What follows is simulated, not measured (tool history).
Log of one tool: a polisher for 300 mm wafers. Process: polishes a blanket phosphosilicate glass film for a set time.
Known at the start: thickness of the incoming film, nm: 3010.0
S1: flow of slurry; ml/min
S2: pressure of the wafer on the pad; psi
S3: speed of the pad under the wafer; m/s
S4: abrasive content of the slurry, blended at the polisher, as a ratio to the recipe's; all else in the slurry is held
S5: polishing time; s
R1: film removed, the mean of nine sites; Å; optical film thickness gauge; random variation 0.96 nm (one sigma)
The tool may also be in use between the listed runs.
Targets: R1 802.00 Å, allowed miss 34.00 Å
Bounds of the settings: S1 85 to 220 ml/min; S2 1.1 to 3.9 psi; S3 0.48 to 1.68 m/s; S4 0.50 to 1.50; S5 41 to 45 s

run,day,S1,S2,S3,S4,S5,R1
1,0.000,140,2.5,1.08,1.00,45,2718.40
2,0.329,140,2.7,1.08,1.00,45,2897.00
3,0.483,105,2.7,1.08,1.00,45,2688.20
4,0.667,105,2.5,1.00,0.95,45,2336.50
5,0.892,105,2.5,1.00,0.95,45,2320.60
# day 1.192: head pressure recalibrated
6,1.192,105,2.3,0.94,0.90,45,2175.90
7,1.367,100,2.1,0.88,0.85,44,1746.20
8,1.588,100,2.0,0.84,0.80,44,1571.70
9,1.642,100,1.9,0.80,0.80,44,1443.20
10,1.675,95,1.2,0.50,0.75,44,628.18
11,1.896,95,1.3,0.50,0.75,44,661.33

Which of these 4 next moves meets every target?
A,2.117,100,1.3,0.58,0.70,44,?
B,2.117,130,1.1,0.62,0.85,41,?
C,2.117,85,1.6,0.54,0.65,45,?
D,2.117,85,1.2,0.76,0.50,45,?

move,R1
A,760.75
B,742.30
C,821.52
D,731.53
A: nearer than the last run, and not there yet
B: nearer than the last run, and not there yet
C: meets every target
D: nearer than the last run, and not there yet
Answer: C
